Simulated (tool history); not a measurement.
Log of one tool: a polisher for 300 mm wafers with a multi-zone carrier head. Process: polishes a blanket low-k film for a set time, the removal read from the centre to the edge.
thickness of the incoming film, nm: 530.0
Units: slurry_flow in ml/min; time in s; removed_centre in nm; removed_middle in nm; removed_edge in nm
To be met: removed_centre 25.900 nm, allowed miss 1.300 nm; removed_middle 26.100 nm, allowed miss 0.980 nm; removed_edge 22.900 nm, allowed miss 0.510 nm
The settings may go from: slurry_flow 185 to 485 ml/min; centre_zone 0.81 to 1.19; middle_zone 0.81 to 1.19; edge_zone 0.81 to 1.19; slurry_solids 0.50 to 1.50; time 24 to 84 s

run 1 day=0.000 | slurry_flow=310 centre_zone=1.00 middle_zone=1.00 edge_zone=1.00 slurry_solids=1.00 time=54 | removed_centre=19.042 removed_middle=18.686 removed_edge=18.768
run 2 day=0.188 | slurry_flow=325 centre_zone=1.04 middle_zone=1.06 edge_zone=1.02 slurry_solids=1.10 time=54 | removed_centre=20.814 removed_middle=20.572 removed_edge=20.127
run 3 day=0.329 | slurry_flow=340 centre_zone=1.07 middle_zone=1.10 edge_zone=1.01 slurry_solids=1.20 time=54 | removed_centre=22.610 removed_middle=22.416 removed_edge=21.037
run 4 day=0.592 | slurry_flow=285 centre_zone=1.07 middle_zone=1.10 edge_zone=1.01 slurry_solids=1.20 time=54 | removed_centre=21.875 removed_middle=21.876 removed_edge=20.455
run 5 day=0.846 | slurry_flow=285 centre_zone=1.07 middle_zone=1.05 edge_zone=1.01 slurry_solids=1.20 time=54 | removed_centre=22.618 removed_middle=21.184 removed_edge=20.659
run 6 day=1.117 | slurry_flow=210 centre_zone=1.07 middle_zone=1.05 edge_zone=1.01 slurry_solids=1.20 time=54 | removed_centre=20.868 removed_middle=20.392 removed_edge=20.028
run 7 day=1.221 | slurry_flow=265 centre_zone=1.09 middle_zone=1.10 edge_zone=1.02 slurry_solids=1.25 time=54 | removed_centre=22.756 removed_middle=22.439 removed_edge=20.713
run 8 day=1.362 | slurry_flow=305 centre_zone=1.10 middle_zone=1.13 edge_zone=1.05 slurry_solids=1.25 time=54 | removed_centre=23.071 removed_middle=23.374 removed_edge=21.446

4 next moves are on the table. One of them brings every result within its allowed miss. Which?
run A day=1.504 | slurry_flow=325 centre_zone=1.16 middle_zone=0.98 edge_zone=1.11 slurry_solids=1.25 time=54 | removed_centre=? removed_middle=? removed_edge=?
run B day=1.504 | slurry_flow=185 centre_zone=0.84 middle_zone=0.95 edge_zone=1.19 slurry_solids=1.50 time=56 | removed_centre=? removed_middle=? removed_edge=?
run C day=1.504 | slurry_flow=345 centre_zone=1.13 middle_zone=1.19 edge_zone=1.04 slurry_solids=1.20 time=58 | removed_centre=? removed_middle=? removed_edge=?
run D day=1.504 | slurry_flow=360 centre_zone=1.18 middle_zone=0.93 edge_zone=1.07 slurry_solids=1.30 time=57 | removed_centre=? removed_middle=? removed_edge=?

move=A removed_centre=24.732 removed_middle=20.504 removed_edge=22.380
move=B removed_centre=19.216 removed_middle=20.675 removed_edge=24.469
move=C removed_centre=25.680 removed_middle=25.664 removed_edge=22.872
move=D removed_centre=27.236 removed_middle=21.275 removed_edge=23.784
A: further off than the last run
B: takes the result that was furthest off past its target
C: meets every target
D: takes the result that was furthest off past its target
Answer: C
